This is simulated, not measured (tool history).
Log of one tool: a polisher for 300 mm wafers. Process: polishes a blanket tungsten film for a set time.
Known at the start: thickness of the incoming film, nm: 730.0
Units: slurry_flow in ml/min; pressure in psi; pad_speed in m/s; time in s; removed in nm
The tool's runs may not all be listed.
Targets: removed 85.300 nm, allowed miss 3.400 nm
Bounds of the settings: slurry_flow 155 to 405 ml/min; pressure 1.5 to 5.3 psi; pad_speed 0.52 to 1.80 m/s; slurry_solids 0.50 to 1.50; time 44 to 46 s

run,hour,slurry_flow,pressure,pad_speed,slurry_solids,time,removed
1,0.0,260,3.4,1.16,1.00,44,164.100
2,4.6,260,2.9,1.12,1.00,44,136.630
3,6.3,260,2.9,1.12,0.80,44,130.040
4,12.2,260,2.9,1.12,0.80,46,136.810
5,19.0,205,2.9,1.12,0.80,46,134.350
6,25.8,205,2.9,1.12,0.80,44,128.180
7,29.5,205,2.9,1.12,0.80,44,128.200
# hour 35.2: head pressure recalibrated
8,35.2,205,2.6,1.12,0.80,44,125.850
9,39.9,200,1.6,0.84,0.75,44,60.196
10,46.9,200,1.9,0.84,0.75,44,68.859
11,54.9,200,2.1,0.84,0.75,44,75.849
12,61.6,200,2.2,0.84,0.75,44,79.537

Which of these 4 next moves meets every target?
A,68.3,180,2.1,0.88,0.80,44,?
B,68.3,225,1.7,0.98,0.75,46,?
C,68.3,210,1.9,0.94,0.75,44,?
D,68.3,180,2.4,0.78,0.85,45,?

move,removed
A,81.080
B,78.025
C,79.073
D,84.771
A: nearer than the last run, and not there yet
B: further off than the last run
C: further off than the last run
D: meets every target
The right move is D.
